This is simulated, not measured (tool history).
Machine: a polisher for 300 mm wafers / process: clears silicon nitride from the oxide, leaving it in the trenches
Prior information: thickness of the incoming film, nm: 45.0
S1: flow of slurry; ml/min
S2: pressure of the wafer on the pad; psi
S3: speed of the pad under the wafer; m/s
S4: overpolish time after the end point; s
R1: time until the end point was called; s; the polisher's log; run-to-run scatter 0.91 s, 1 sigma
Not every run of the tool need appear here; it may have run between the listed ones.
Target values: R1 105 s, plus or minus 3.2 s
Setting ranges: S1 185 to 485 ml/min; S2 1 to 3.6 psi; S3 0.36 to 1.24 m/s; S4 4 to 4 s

run    day   S1   S2    S3  S4      R1
  1      0  310  2.3   0.8   4  68.383
  2  0.142  310  2.2   0.8   4   71.61
  3  0.367  240  2.2   0.8   4  72.991
  4  0.546  240  2.2   0.7   4  83.083
  5  0.917  240  2.1   0.7   4  85.374
  6    1.1  240  2.6   0.7   4  72.119
  7  1.225  240  2.4   0.7   4  77.253
  8  1.321  240  1.8  0.68   4  96.242
  9  1.479  240  1.5  0.68   4  111.82

Of the 4 settings listed for the next run, only one would bring every result within its allowed miss of target. Which one?
  A  1.638  220  1.7   0.7   4   ?
  B  1.638  305  1.6  0.68   4   ?
  C  1.638  205  1.5  0.64   4   ?
  D  1.638  225  1.6  0.62   4   ?

move      R1
   A  99.189
   B  103.08
   C  118.74
   D  115.98
A: pushes the last run's worst result past its target
B: meets every target
C: lands further from the targets than the last run did
D: lands further from the targets than the last run did
B is the move that brings every result within its allowed miss.
